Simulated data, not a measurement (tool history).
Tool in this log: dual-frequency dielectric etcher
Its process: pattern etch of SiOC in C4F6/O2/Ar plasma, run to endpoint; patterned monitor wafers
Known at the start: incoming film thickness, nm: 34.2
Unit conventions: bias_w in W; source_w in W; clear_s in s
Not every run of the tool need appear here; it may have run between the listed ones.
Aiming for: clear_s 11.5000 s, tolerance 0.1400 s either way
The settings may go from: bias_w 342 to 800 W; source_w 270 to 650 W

run	hour	bias_w	source_w	clear_s
1	0.0	571	460	10.0190
2	6.7	611	460	9.8646
3	12.7	611	370	10.5440
4	15.1	519	370	11.1270
5	22.7	507	370	11.0400
6	31.4	489	370	11.2310
7	38.7	480	370	11.2650
8	46.9	472	370	11.2850

Which single option among these 5 for the next run brings every result within its allowed miss of target? Just one does.
A	55.1	451	430	?
B	55.1	495	400	?
C	55.1	467	360	?
D	55.1	459	330	?
E	55.1	509	360	?

move	clear_s
A	10.9250
B	10.9080
C	11.4470
D	11.8100
E	11.1870
A: misses by more than the last run did
B: misses by more than the last run did
C: each result inside its tolerance
D: carries the result that was furthest off beyond its target, to the other side
E: misses by more than the last run did
The move that meets every target is C.
